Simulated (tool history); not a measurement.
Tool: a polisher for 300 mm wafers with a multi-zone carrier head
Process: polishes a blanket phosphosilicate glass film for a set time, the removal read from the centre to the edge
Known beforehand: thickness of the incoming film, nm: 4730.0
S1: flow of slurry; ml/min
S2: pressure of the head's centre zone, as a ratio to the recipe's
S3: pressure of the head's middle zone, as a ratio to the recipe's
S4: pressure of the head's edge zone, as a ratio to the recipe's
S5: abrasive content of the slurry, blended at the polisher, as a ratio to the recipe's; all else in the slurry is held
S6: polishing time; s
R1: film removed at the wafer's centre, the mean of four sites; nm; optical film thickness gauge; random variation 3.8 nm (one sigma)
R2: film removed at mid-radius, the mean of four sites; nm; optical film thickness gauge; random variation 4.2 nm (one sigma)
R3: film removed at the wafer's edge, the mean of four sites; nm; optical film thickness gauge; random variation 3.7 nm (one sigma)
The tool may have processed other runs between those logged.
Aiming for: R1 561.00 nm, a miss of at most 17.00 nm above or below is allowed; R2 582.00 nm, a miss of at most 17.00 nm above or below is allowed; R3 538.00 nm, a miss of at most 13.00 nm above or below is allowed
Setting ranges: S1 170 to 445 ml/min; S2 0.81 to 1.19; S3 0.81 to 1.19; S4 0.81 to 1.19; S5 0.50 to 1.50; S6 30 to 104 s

| run | hour | S1 | S2 | S3 | S4 | S5 | S6 | R1 | R2 | R3 |
|---|---|---|---|---|---|---|---|---|---|---|
| 1 | 0.0 | 285 | 1.00 | 1.00 | 1.00 | 1.00 | 67 | 473.86 | 455.00 | 472.68 |
| 2 | 1.2 | 305 | 1.03 | 1.06 | 1.04 | 1.05 | 67 | 509.37 | 489.11 | 487.65 |
| 3 | 7.7 | 315 | 1.03 | 1.10 | 1.07 | 1.10 | 67 | 511.16 | 511.45 | 506.75 |
| 4 | 14.1 | 330 | 1.04 | 1.13 | 1.07 | 1.15 | 67 | 526.34 | 525.75 | 510.39 |
| 5 | 20.8 | 330 | 1.04 | 1.08 | 1.07 | 1.15 | 67 | 534.22 | 516.67 | 515.44 |
| 6 | 21.9 | 340 | 1.04 | 1.12 | 1.07 | 1.20 | 67 | 537.55 | 535.73 | 520.35 |
| 7 | 30.5 | 340 | 1.04 | 1.14 | 1.07 | 1.25 | 67 | 549.15 | 548.71 | 534.92 |
| 8 | 38.1 | 340 | 1.04 | 1.14 | 1.07 | 1.25 | 67 | 545.98 | 549.11 | 543.93 |
| 9 | 43.7 | 365 | 1.04 | 1.16 | 1.05 | 1.25 | 67 | 552.43 | 560.78 | 530.48 |
| 10 | 52.2 | 365 | 1.04 | 1.16 | 1.05 | 1.25 | 67 | 553.28 | 551.75 | 531.01 |

Which single option among these 4 for the next run brings every result within its allowed miss of target? Just one does.
| A | 60.7 | 345 | 1.03 | 1.19 | 1.02 | 1.35 | 67 | ? | ? | ? |
| B | 60.7 | 400 | 1.03 | 1.03 | 1.00 | 1.30 | 65 | ? | ? | ? |
| C | 60.7 | 355 | 1.02 | 1.00 | 1.12 | 1.30 | 67 | ? | ? | ? |
| D | 60.7 | 345 | 1.06 | 1.11 | 1.08 | 1.30 | 65 | ? | ? | ? |

| move | R1 | R2 | R3 |
|---|---|---|---|
| A | 551.92 | 579.11 | 534.19 |
| B | 534.60 | 514.04 | 511.61 |
| C | 540.05 | 515.97 | 554.10 |
| D | 543.53 | 531.05 | 526.30 |
A: in spec on every target
B: further off than the last run
C: further off than the last run
D: further off than the last run
A is the move that brings every result within its allowed miss.
